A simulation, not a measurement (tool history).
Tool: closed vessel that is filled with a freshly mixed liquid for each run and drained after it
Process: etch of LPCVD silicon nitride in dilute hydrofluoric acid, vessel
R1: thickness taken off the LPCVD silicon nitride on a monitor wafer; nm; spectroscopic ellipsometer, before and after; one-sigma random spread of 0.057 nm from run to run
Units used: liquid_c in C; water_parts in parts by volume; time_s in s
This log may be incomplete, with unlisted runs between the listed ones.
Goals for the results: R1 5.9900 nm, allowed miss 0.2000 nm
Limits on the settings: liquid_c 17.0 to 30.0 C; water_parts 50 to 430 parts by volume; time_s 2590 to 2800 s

{"run": 1, "hour": 0.0, "liquid_c": 22.0, "water_parts": 240, "time_s": 2590, "R1": 4.88}
{"run": 2, "hour": 3.6, "liquid_c": 18.5, "water_parts": 240, "time_s": 2590, "R1": 3.8835}
{"run": 3, "hour": 12.6, "liquid_c": 20.5, "water_parts": 240, "time_s": 2590, "R1": 4.4623}
{"run": 4, "hour": 14.5, "liquid_c": 22.0, "water_parts": 240, "time_s": 2590, "R1": 4.9875}
{"run": 5, "hour": 19.1, "liquid_c": 23.0, "water_parts": 240, "time_s": 2590, "R1": 5.1385}
{"run": 6, "hour": 21.6, "liquid_c": 19.5, "water_parts": 240, "time_s": 2590, "R1": 4.2006}
{"run": 7, "hour": 28.6, "liquid_c": 23.5, "water_parts": 235, "time_s": 2590, "R1": 5.5484}
{"run": 8, "hour": 33.5, "liquid_c": 24.0, "water_parts": 235, "time_s": 2590, "R1": 5.6714}

Which of these 4 next moves meets every target?
{"run": "A", "hour": 38.4, "liquid_c": 23.5, "water_parts": 235, "time_s": 2800, "R1": "?"}
{"run": "B", "hour": 38.4, "liquid_c": 25.5, "water_parts": 250, "time_s": 2800, "R1": "?"}
{"run": "C", "hour": 38.4, "liquid_c": 22.5, "water_parts": 185, "time_s": 2590, "R1": "?"}
{"run": "D", "hour": 38.4, "liquid_c": 25.0, "water_parts": 275, "time_s": 2755, "R1": "?"}

move=A R1=5.9271
move=B R1=6.3091
move=C R1=6.5122
move=D R1=5.4749
A: in spec on every target
B: pushes the last run's worst result past its target
C: pushes the last run's worst result past its target
D: lands further from the targets than the last run did
Go with A: it meets all targets.
